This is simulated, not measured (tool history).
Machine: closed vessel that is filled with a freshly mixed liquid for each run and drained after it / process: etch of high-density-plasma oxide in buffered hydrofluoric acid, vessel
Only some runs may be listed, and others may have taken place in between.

| run | hour | temperature setpoint of the liquid (C) | parts of 40 % ammonium fluoride to one part of 49 % hydrofluoric acid (parts by volume) | time in the liquid (s) | thickness taken off the high-density-plasma oxide on a monitor wafer (nm) |
|---|---|---|---|---|---|
| 1 | 0.0 | 23.0 | 21.0 | 85 | 56.249 |
| 2 | 1.2 | 23.0 | 21.0 | 85 | 56.098 |
| 3 | 6.8 | 25.5 | 18.0 | 85 | 71.770 |
| 4 | 8.9 | 25.5 | 14.5 | 85 | 88.262 |
|  | 10.4 | hydrofluoric acid flow meter replaced |
| 5 | 10.4 | 25.5 | 14.5 | 85 | 98.014 |
| 6 | 16.2 | 27.0 | 14.5 | 85 | 106.270 |
| 7 | 23.8 | 27.5 | 14.5 | 85 | 108.450 |

What does the tool deliver on the next run?
| 8 | 26.3 | 27.5 | 14.5 | 85 | ? |

{"run 8": {"thickness taken off the high-density-plasma oxide on a monitor wafer (nm)": 108.61}}
